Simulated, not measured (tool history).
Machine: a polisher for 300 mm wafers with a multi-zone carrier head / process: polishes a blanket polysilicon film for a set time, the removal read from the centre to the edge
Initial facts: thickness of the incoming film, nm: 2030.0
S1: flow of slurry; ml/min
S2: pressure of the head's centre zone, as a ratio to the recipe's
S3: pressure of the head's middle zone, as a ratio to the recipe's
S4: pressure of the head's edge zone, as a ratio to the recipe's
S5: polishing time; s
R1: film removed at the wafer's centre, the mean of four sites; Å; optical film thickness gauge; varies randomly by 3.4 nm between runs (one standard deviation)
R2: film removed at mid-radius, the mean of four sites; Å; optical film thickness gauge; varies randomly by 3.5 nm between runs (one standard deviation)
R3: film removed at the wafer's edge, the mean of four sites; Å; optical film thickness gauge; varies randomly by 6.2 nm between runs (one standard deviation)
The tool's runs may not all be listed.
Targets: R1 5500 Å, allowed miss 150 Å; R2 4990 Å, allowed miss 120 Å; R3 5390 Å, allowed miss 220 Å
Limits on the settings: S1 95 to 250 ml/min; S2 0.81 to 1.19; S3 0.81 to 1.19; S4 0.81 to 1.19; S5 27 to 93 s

run 1 hour=0 | S1=160 S2=1 S3=1 S4=1 S5=59 | R1=5655.3 R2=6089.6 R3=6015.3
run 2 hour=5.3 | S1=160 S2=1 S3=0.92 S4=1 S5=59 | R1=5705.7 R2=5689.3 R3=6095.5
run 3 hour=11.9 | S1=155 S2=1.01 S3=0.91 S4=0.98 S5=59 | R1=5676.3 R2=5607 R3=6036.6
run 4 hour=12.5 | S1=175 S2=1.01 S3=0.91 S4=0.98 S5=59 | R1=5802.2 R2=5732.5 R3=6093.2
run 5 hour=16.3 | S1=170 S2=1.02 S3=0.9 S4=0.96 S5=59 | R1=5895.2 R2=5668.9 R3=6017.9
-- hour=19.2 centre zone pressure recalibrated
run 6 hour=19.2 | S1=165 S2=1.02 S3=0.89 S4=0.95 S5=59 | R1=6246.7 R2=5645.4 R3=5975.4
run 7 hour=20.3 | S1=160 S2=1.01 S3=0.89 S4=0.95 S5=58 | R1=6065.3 R2=5530.1 R3=5859.9
run 8 hour=27.9 | S1=155 S2=1 S3=0.89 S4=0.95 S5=57 | R1=5838.7 R2=5394.7 R3=5817.1
run 9 hour=34.1 | S1=155 S2=1 S3=0.89 S4=0.95 S5=56 | R1=5776.7 R2=5266.3 R3=5565.4
run 10 hour=39 | S1=150 S2=0.99 S3=0.89 S4=0.95 S5=56 | R1=5631.8 R2=5231.3 R3=5603.9
run 11 hour=42.2 | S1=125 S2=1 S3=0.87 S4=0.91 S5=55 | R1=5297.8 R2=4847 R3=5239.8

Of the 4 settings listed for the next run, only one would bring every result within its allowed miss of target. Which one?
run A hour=45.4 | S1=115 S2=1.02 S3=0.81 S4=0.93 S5=57 | R1=? R2=? R3=?
run B hour=45.4 | S1=125 S2=0.97 S3=0.85 S4=0.87 S5=58 | R1=? R2=? R3=?
run C hour=45.4 | S1=95 S2=1.02 S3=0.81 S4=0.97 S5=62 | R1=? R2=? R3=?
run D hour=45.4 | S1=150 S2=1 S3=0.86 S4=0.88 S5=52 | R1=? R2=? R3=?

move=A R1=5510.8 R2=4632.4 R3=5405
move=B R1=5474.8 R2=5014.4 R3=5428.2
move=C R1=5574.4 R2=4732.5 R3=5741.6
move=D R1=5316.2 R2=4736.8 R3=5041.1
A: brings the result that was furthest off to its target, and leaves another outside
B: meets every target
C: brings the result that was furthest off to its target, and leaves another outside
D: the biggest miss grows against the last run
Move B is the one to make.

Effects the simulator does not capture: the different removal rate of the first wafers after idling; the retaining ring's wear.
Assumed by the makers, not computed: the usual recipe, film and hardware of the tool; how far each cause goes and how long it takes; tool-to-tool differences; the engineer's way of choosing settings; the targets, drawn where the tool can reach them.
